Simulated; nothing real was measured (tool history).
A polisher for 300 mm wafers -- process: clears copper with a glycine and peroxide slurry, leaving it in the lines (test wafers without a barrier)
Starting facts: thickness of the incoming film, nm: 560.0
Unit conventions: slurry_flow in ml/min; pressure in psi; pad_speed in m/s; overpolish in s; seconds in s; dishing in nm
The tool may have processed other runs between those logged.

Run 1, hour 0.0: slurry_flow 220 ml/min, pressure 2.1 psi, pad_speed 1.28 m/s, overpolish 22 s. Result: seconds 109.170 s, dishing 67.983 nm.
Run 2, hour 6.1: slurry_flow 220 ml/min, pressure 2.2 psi, pad_speed 1.28 m/s, overpolish 23 s. Result: seconds 103.230 s, dishing 73.659 nm.
Run 3, hour 13.9: slurry_flow 220 ml/min, pressure 2.2 psi, pad_speed 1.28 m/s, overpolish 24 s. Result: seconds 104.990 s, dishing 75.462 nm.
Run 4, hour 15.5: slurry_flow 220 ml/min, pressure 2.2 psi, pad_speed 1.44 m/s, overpolish 24 s. Result: seconds 96.450 s, dishing 79.656 nm.
Run 5, hour 22.6: slurry_flow 220 ml/min, pressure 2.2 psi, pad_speed 1.44 m/s, overpolish 16 s. Result: seconds 98.534 s, dishing 59.407 nm.
Run 6, hour 30.4: slurry_flow 220 ml/min, pressure 2.2 psi, pad_speed 1.26 m/s, overpolish 16 s. Result: seconds 106.140 s, dishing 55.254 nm.
Run 7, hour 38.0: slurry_flow 220 ml/min, pressure 2.2 psi, pad_speed 1.26 m/s, overpolish 18 s. Result: seconds 105.850 s, dishing 58.906 nm.

Run 8 is up next; what results do you expect?
Run 8, hour 38.6: slurry_flow 220 ml/min, pressure 2.2 psi, pad_speed 1.28 m/s, overpolish 20 s. Result: seconds ?, dishing ?.

seconds: 103.200 s
dishing: 65.605 nm
